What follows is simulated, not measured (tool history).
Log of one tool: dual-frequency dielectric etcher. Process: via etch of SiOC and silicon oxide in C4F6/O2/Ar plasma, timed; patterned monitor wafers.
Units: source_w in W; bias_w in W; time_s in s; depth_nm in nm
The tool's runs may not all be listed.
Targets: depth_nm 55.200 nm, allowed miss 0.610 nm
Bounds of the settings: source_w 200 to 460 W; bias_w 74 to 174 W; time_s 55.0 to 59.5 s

{"run": 1, "day": 0.0, "source_w": 330, "bias_w": 124, "time_s": 59.5, "depth_nm": 58.395}
{"run": 2, "day": 0.183, "source_w": 320, "bias_w": 124, "time_s": 59.5, "depth_nm": 58.297}
{"run": 3, "day": 0.538, "source_w": 280, "bias_w": 124, "time_s": 59.5, "depth_nm": 56.4}
{"run": 4, "day": 0.646, "source_w": 280, "bias_w": 142, "time_s": 59.5, "depth_nm": 58.744}
{"run": 5, "day": 0.871, "source_w": 280, "bias_w": 142, "time_s": 59.5, "depth_nm": 58.73}
{"run": 6, "day": 1.167, "source_w": 270, "bias_w": 142, "time_s": 59.5, "depth_nm": 58.606}
{"run": 7, "day": 1.362, "source_w": 260, "bias_w": 141, "time_s": 59.5, "depth_nm": 57.559}
{"run": 8, "day": 1.429, "source_w": 250, "bias_w": 141, "time_s": 59.5, "depth_nm": 57.304}
{"run": 9, "day": 1.608, "source_w": 240, "bias_w": 141, "time_s": 59.5, "depth_nm": 56.772}
{"run": 10, "day": 1.817, "source_w": 230, "bias_w": 141, "time_s": 59.5, "depth_nm": 56.275}

5 next moves are on the table. One of them brings every result within its allowed miss. Which?
{"run": "A", "day": 2.025, "source_w": 280, "bias_w": 130, "time_s": 59.5, "depth_nm": "?"}
{"run": "B", "day": 2.025, "source_w": 220, "bias_w": 143, "time_s": 57.5, "depth_nm": "?"}
{"run": "C", "day": 2.025, "source_w": 230, "bias_w": 128, "time_s": 58.5, "depth_nm": "?"}
{"run": "D", "day": 2.025, "source_w": 240, "bias_w": 167, "time_s": 55.0, "depth_nm": "?"}
{"run": "E", "day": 2.025, "source_w": 250, "bias_w": 147, "time_s": 58.5, "depth_nm": "?"}

move=A depth_nm=57.033
move=B depth_nm=54.063
move=C depth_nm=53.573
move=D depth_nm=55.314
move=E depth_nm=56.914
A: further off than the last run
B: takes the result that was furthest off past its target
C: takes the result that was furthest off past its target
D: meets every target
E: further off than the last run
The right move is D.

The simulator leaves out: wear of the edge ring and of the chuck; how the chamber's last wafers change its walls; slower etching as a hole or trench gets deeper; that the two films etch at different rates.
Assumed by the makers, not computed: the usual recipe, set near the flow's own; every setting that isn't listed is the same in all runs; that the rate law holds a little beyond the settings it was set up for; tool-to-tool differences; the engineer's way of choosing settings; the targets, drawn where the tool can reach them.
